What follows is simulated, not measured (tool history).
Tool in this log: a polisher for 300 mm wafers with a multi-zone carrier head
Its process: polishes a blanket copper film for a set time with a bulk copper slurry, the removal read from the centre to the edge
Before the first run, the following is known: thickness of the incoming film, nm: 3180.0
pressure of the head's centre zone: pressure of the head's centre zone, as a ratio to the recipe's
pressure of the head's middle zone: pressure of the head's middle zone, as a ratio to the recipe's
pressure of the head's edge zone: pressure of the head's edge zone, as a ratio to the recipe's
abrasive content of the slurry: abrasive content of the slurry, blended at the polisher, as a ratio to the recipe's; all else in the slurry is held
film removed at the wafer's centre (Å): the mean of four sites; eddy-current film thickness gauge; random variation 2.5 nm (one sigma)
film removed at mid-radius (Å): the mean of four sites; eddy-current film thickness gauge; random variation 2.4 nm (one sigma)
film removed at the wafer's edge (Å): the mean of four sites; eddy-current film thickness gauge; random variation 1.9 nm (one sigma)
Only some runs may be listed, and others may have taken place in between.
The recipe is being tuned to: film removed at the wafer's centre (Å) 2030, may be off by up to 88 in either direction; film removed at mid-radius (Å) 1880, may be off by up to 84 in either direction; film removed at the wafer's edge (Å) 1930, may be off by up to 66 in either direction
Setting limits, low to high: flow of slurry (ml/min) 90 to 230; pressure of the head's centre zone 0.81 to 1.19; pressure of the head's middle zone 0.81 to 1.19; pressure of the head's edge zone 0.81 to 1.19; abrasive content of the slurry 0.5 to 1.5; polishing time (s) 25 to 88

| run | day | flow of slurry (ml/min) | pressure of the head's centre zone | pressure of the head's middle zone | pressure of the head's edge zone | abrasive content of the slurry | polishing time (s) | film removed at the wafer's centre (Å) | film removed at mid-radius (Å) | film removed at the wafer's edge (Å) |
|---|---|---|---|---|---|---|---|---|---|---|
| 1 | 0 | 150 | 1 | 1 | 1 | 1 | 56 | 3236.6 | 3326.3 | 3157.6 |
| 2 | 0.221 | 145 | 1 | 0.98 | 0.99 | 0.95 | 54 | 3146.9 | 3218.9 | 2982 |
| 3 | 0.417 | 145 | 1 | 0.92 | 0.99 | 0.95 | 54 | 3179 | 3003 | 2953.9 |
| 4 | 0.504 | 120 | 1 | 0.92 | 0.99 | 0.95 | 54 | 3051.4 | 2957.4 | 2889.1 |
| 5 | 0.688 | 155 | 1 | 0.92 | 0.99 | 0.95 | 54 | 3181.9 | 3102.3 | 3050.3 |
| 6 | 0.904 | 150 | 1 | 0.91 | 0.99 | 0.9 | 52 | 3070.2 | 2870.9 | 2859.5 |
| 7 | 1.242 | 145 | 0.99 | 0.9 | 0.99 | 0.85 | 50 | 2843.9 | 2698.1 | 2762.8 |
|  | 1.5 | edge zone pressure recalibrated |
| 8 | 1.5 | 140 | 0.99 | 0.9 | 0.98 | 0.8 | 49 | 2716.1 | 2661.9 | 2782.6 |

Exactly one of the 4 candidate moves below puts every result within its allowed miss. Which one?
| A | 1.758 | 150 | 1.02 | 0.9 | 0.96 | 1 | 34 | ? | ? | ? |
| B | 1.758 | 150 | 1.13 | 0.9 | 0.96 | 1.05 | 63 | ? | ? | ? |
| C | 1.758 | 145 | 1.06 | 0.84 | 1 | 0.85 | 37 | ? | ? | ? |
| D | 1.758 | 105 | 1.11 | 0.85 | 0.97 | 0.7 | 39 | ? | ? | ? |

| move | film removed at the wafer's centre (Å) | film removed at mid-radius (Å) | film removed at the wafer's edge (Å) |
|---|---|---|---|
| A | 2033.4 | 1935.3 | 1990.5 |
| B | 4112.2 | 3610.8 | 3715.5 |
| C | 2213.6 | 1933.2 | 2151.5 |
| D | 2224.9 | 1904.9 | 2100.2 |
A: every result within its allowed miss
B: moves away from the targets compared with the last run
C: closes in on the targets versus the last run, not all within tolerance yet
D: closes in on the targets versus the last run, not all within tolerance yet
Correct choice: A, which meets every target
